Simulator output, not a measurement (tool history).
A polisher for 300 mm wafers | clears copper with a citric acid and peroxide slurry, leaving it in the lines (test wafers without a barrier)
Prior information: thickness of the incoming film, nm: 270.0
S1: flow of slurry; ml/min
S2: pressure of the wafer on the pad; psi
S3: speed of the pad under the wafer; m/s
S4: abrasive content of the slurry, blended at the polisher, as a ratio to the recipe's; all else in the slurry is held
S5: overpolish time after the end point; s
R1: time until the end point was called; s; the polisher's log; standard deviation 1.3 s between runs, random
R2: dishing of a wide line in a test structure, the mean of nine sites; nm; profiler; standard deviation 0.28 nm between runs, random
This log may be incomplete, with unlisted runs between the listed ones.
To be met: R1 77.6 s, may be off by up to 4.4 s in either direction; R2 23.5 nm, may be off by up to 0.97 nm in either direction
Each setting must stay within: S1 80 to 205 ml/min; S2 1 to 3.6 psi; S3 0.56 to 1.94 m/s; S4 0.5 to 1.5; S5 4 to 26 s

| run | hour | S1 | S2 | S3 | S4 | S5 | R1 | R2 |
|---|---|---|---|---|---|---|---|---|
| 1 | 0 | 135 | 2.3 | 1.24 | 1 | 13 | 105.12 | 24.718 |
| 2 | 3 | 115 | 2.3 | 1.24 | 1 | 13 | 105.5 | 24.599 |
| 3 | 11.3 | 115 | 2.3 | 1.24 | 0.8 | 13 | 109.4 | 23.908 |
| 4 | 16.1 | 115 | 2.5 | 1.24 | 0.8 | 12 | 100.19 | 23.858 |
| 5 | 17.4 | 115 | 2.6 | 1.24 | 0.8 | 11 | 95.758 | 23.099 |
| 6 | 22.8 | 115 | 2.7 | 1.24 | 0.8 | 10 | 92.713 | 21.637 |
| 7 | 26.8 | 115 | 2.8 | 1.24 | 0.8 | 10 | 89.251 | 22.027 |
| 8 | 32.7 | 115 | 2.9 | 1.24 | 0.8 | 10 | 90.408 | 23.007 |
| 9 | 39.2 | 115 | 3 | 1.26 | 0.8 | 10 | 83.125 | 24.449 |

5 candidate next runs follow, results not yet known. Just one meets every target within its allowed miss. Identify it.
| A | 45.7 | 125 | 2.4 | 1.28 | 0.85 | 13 | ? | ? |
| B | 45.7 | 110 | 2.9 | 1.42 | 0.85 | 9 | ? | ? |
| C | 45.7 | 115 | 2.2 | 1.48 | 0.65 | 14 | ? | ? |
| D | 45.7 | 110 | 2.8 | 1.22 | 0.85 | 12 | ? | ? |
| E | 45.7 | 165 | 2.8 | 1.36 | 0.75 | 10 | ? | ? |

| move | R1 | R2 |
|---|---|---|
| A | 101.45 | 25.236 |
| B | 77.5 | 23.246 |
| C | 99.819 | 27.236 |
| D | 93.012 | 25.558 |
| E | 80.683 | 24.64 |
A: moves away from the targets compared with the last run
B: meets every target
C: moves away from the targets compared with the last run
D: moves away from the targets compared with the last run
E: the furthest-off result lands on target, but another misses its tolerance
So the answer is move B, the one that meets all the targets.

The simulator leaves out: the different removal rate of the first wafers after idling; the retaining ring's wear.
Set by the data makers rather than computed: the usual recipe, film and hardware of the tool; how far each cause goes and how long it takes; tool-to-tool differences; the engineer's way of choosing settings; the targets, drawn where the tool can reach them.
